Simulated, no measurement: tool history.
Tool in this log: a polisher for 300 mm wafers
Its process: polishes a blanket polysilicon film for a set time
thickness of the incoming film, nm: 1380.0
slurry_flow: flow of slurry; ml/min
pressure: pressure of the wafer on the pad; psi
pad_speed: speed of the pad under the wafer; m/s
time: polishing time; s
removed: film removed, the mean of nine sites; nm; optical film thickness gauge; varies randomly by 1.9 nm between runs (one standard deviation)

| run | hour | slurry_flow | pressure | pad_speed | time | removed |
|---|---|---|---|---|---|---|
| 1 | 0 | 160 | 2.8 | 1.18 | 32 | 276.38 |
| 2 | 5.5 | 160 | 2.5 | 1.18 | 32 | 250.02 |
| 3 | 7 | 160 | 3 | 1.18 | 32 | 292.41 |
| 4 | 10.2 | 160 | 3 | 1.18 | 32 | 292.82 |
| 5 | 12.4 | 160 | 3 | 1.18 | 32 | 292.93 |
| 6 | 18.9 | 155 | 2.8 | 1.18 | 32 | 270.16 |
| 7 | 20 | 145 | 2.7 | 1.18 | 32 | 258.6 |
| 8 | 21.8 | 140 | 2.6 | 1.18 | 32 | 248.19 |
| 9 | 29.1 | 135 | 2.6 | 1.18 | 32 | 250.1 |

Forecast run 10:
| 10 | 35.6 | 135 | 2.5 | 1.18 | 32 | ? |

{"run 10": {"removed": 239.56}}

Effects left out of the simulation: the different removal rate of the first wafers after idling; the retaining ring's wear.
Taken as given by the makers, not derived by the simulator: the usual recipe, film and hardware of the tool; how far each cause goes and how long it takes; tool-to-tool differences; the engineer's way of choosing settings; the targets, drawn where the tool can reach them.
